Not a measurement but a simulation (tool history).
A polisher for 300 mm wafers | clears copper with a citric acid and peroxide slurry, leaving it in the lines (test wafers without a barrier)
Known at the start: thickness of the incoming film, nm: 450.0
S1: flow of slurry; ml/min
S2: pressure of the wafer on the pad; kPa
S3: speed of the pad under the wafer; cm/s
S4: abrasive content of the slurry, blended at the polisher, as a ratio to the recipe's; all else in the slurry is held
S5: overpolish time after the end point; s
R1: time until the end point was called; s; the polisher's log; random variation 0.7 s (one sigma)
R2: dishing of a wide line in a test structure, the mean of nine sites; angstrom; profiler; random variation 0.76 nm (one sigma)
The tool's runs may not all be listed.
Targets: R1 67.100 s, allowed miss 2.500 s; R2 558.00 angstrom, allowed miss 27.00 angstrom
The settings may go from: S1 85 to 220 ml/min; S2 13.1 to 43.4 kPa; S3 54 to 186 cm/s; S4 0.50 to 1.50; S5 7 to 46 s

run 1 hour=0.0 | S1=140 S2=28.3 S3=118 S4=1.00 S5=24 | R1=112.310 R2=477.35
run 2 hour=5.1 | S1=145 S2=31.0 S3=118 S4=1.00 S5=22 | R1=103.120 R2=468.91
run 3 hour=11.3 | S1=150 S2=33.8 S3=118 S4=1.00 S5=22 | R1=95.759 R2=506.37
run 4 hour=11.8 | S1=150 S2=33.8 S3=118 S4=1.00 S5=29 | R1=93.175 R2=588.69
-- hour=14.8 head pressure recalibrated
run 5 hour=14.8 | S1=150 S2=33.8 S3=138 S4=1.00 S5=29 | R1=75.852 R2=633.40
run 6 hour=16.5 | S1=180 S2=33.8 S3=138 S4=1.00 S5=29 | R1=74.585 R2=654.81
run 7 hour=24.2 | S1=180 S2=34.5 S3=138 S4=1.00 S5=27 | R1=72.043 R2=633.03
run 8 hour=28.8 | S1=180 S2=35.2 S3=138 S4=1.00 S5=25 | R1=70.239 R2=646.95
run 9 hour=32.5 | S1=180 S2=35.2 S3=138 S4=1.00 S5=25 | R1=71.511 R2=622.37
run 10 hour=33.4 | S1=180 S2=35.9 S3=138 S4=1.00 S5=23 | R1=70.557 R2=597.32
run 11 hour=38.6 | S1=180 S2=35.9 S3=138 S4=1.00 S5=22 | R1=69.343 R2=610.68
run 12 hour=42.9 | S1=180 S2=35.9 S3=138 S4=1.00 S5=21 | R1=67.913 R2=584.22
run 13 hour=45.6 | S1=180 S2=35.9 S3=138 S4=1.00 S5=20 | R1=70.281 R2=558.08

4 next moves are on the table. One of them brings every result within its allowed miss. Which?
run A hour=48.3 | S1=200 S2=40.0 S3=130 S4=0.95 S5=18 | R1=? R2=?
run B hour=48.3 | S1=190 S2=35.9 S3=128 S4=1.10 S5=20 | R1=? R2=?
run C hour=48.3 | S1=185 S2=35.9 S3=130 S4=1.05 S5=22 | R1=? R2=?
run D hour=48.3 | S1=180 S2=35.9 S3=132 S4=0.95 S5=18 | R1=? R2=?

move=A R1=67.919 R2=581.90
move=B R1=75.368 R2=577.13
move=C R1=75.034 R2=607.45
move=D R1=75.357 R2=544.55
A: meets every target
B: further off than the last run
C: further off than the last run
D: further off than the last run
Answer: A

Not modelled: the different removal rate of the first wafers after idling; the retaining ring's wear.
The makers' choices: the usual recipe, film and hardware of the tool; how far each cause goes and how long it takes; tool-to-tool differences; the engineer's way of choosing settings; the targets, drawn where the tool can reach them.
